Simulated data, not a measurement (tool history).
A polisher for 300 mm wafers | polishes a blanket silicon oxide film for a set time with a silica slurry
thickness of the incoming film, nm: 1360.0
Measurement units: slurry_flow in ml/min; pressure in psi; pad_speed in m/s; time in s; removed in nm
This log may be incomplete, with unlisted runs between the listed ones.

run  hour  slurry_flow  pressure  pad_speed  slurry_solids  time  removed
  1   0.0          265       5.5       1.28            1.0    52   225.77
  2   0.5          265       5.5       1.28            1.0    47   208.67
  3   4.2          265       5.5       1.44            1.0    47   226.24
  4  11.4          265       4.8       1.42            1.0    47   195.38
  5  19.8          265       5.8       1.42            1.0    47   240.58
  6  21.8          265       5.1       1.40            1.0    47   203.05
  7  23.4          265       4.6       1.40            1.0    47   183.30

The next listed run, before its measurement:
  8  25.4          265       4.2       1.40            1.0    47        ?

Run 8 came out at removed 166.60 nm.
